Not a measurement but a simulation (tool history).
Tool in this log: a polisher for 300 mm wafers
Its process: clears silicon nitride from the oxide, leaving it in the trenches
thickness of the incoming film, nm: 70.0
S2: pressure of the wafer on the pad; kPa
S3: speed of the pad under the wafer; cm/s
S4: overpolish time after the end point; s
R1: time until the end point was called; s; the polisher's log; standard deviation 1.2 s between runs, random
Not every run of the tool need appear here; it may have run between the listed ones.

Run 1, hour 0.0: flow of slurry (ml/min) 250, S2 15.9 kPa, S3 108 cm/s, S4 8 s. Result: R1 72.043 s.
Run 2, hour 8.9: flow of slurry (ml/min) 250, S2 15.9 kPa, S3 92 cm/s, S4 8 s. Result: R1 80.716 s.
Run 3, hour 15.5: flow of slurry (ml/min) 250, S2 14.5 kPa, S3 92 cm/s, S4 8 s. Result: R1 87.096 s.
Run 4, hour 23.3: flow of slurry (ml/min) 250, S2 12.4 kPa, S3 92 cm/s, S4 8 s. Result: R1 93.840 s.
Run 5, hour 24.9: flow of slurry (ml/min) 250, S2 11.7 kPa, S3 92 cm/s, S4 8 s. Result: R1 99.108 s.
Run 6, hour 32.9: flow of slurry (ml/min) 250, S2 7.6 kPa, S3 92 cm/s, S4 8 s. Result: R1 130.670 s.
Run 7, hour 34.1: flow of slurry (ml/min) 250, S2 7.6 kPa, S3 92 cm/s, S4 8 s. Result: R1 133.150 s.
Run 8, hour 43.0: flow of slurry (ml/min) 250, S2 8.3 kPa, S3 92 cm/s, S4 8 s. Result: R1 122.570 s.

Expected results for the next run?
Run 9, hour 49.3: flow of slurry (ml/min) 250, S2 9.0 kPa, S3 92 cm/s, S4 8 s. Result: R1 ?.

Run 9 yielded R1 116.820 s.
